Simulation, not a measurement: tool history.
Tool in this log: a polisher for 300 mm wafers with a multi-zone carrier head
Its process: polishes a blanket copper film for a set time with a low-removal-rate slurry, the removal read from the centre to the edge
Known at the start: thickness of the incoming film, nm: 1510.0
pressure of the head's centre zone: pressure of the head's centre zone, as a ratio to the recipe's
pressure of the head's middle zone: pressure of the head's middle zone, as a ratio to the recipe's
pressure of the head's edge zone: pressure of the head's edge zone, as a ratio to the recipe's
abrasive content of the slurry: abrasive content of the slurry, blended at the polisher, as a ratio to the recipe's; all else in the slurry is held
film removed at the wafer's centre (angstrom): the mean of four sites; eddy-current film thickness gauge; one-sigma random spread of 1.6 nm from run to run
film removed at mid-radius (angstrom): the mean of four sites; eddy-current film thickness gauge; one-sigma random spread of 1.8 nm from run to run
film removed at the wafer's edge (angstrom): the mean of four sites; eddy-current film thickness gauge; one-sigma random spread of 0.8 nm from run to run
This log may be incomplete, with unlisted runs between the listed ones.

| run | hour | flow of slurry (ml/min) | pressure of the head's centre zone | pressure of the head's middle zone | pressure of the head's edge zone | abrasive content of the slurry | polishing time (s) | film removed at the wafer's centre (angstrom) | film removed at mid-radius (angstrom) | film removed at the wafer's edge (angstrom) |
|---|---|---|---|---|---|---|---|---|---|---|
| 1 | 0 | 180 | 1 | 1 | 1 | 1 | 56 | 970.35 | 951.51 | 968.57 |
| 2 | 6.9 | 180 | 0.92 | 1 | 1 | 1 | 56 | 911.52 | 973.78 | 981.17 |
| 3 | 8.7 | 180 | 0.92 | 1 | 0.93 | 1 | 56 | 879.53 | 943.04 | 938.08 |
| 4 | 13.5 | 180 | 0.92 | 1 | 0.88 | 1 | 56 | 889.82 | 970.08 | 917.59 |
| 5 | 18.9 | 180 | 0.92 | 1.07 | 0.88 | 1 | 56 | 896.21 | 1012 | 907.24 |
| 6 | 25.5 | 195 | 0.92 | 1.07 | 0.95 | 1.15 | 57 | 964.39 | 1040.7 | 995.31 |
| 7 | 27.7 | 205 | 0.91 | 1.1 | 1 | 1.25 | 59 | 995.42 | 1175.4 | 1085.8 |
| 8 | 29.7 | 215 | 0.93 | 1.09 | 1.05 | 1.3 | 59 | 1035.7 | 1112.9 | 1128.3 |
| 9 | 30.4 | 220 | 0.94 | 1.11 | 1.07 | 1.35 | 60 | 1085.9 | 1200 | 1151.6 |
| 10 | 34.3 | 225 | 0.94 | 1.11 | 1.1 | 1.4 | 61 | 1119.8 | 1236.7 | 1205.1 |
| 11 | 37.8 | 230 | 0.94 | 1.1 | 1.12 | 1.45 | 61 | 1135.2 | 1251.4 | 1215.6 |

What will run 12 give?
| 12 | 43.6 | 240 | 0.92 | 1.03 | 1.19 | 1.5 | 64 | ? | ? | ? |

{"run 12": {"film removed at the wafer's centre (angstrom)": 1155.9, "film removed at mid-radius (angstrom)": 1293.2, "film removed at the wafer's edge (angstrom)": 1349.2}}
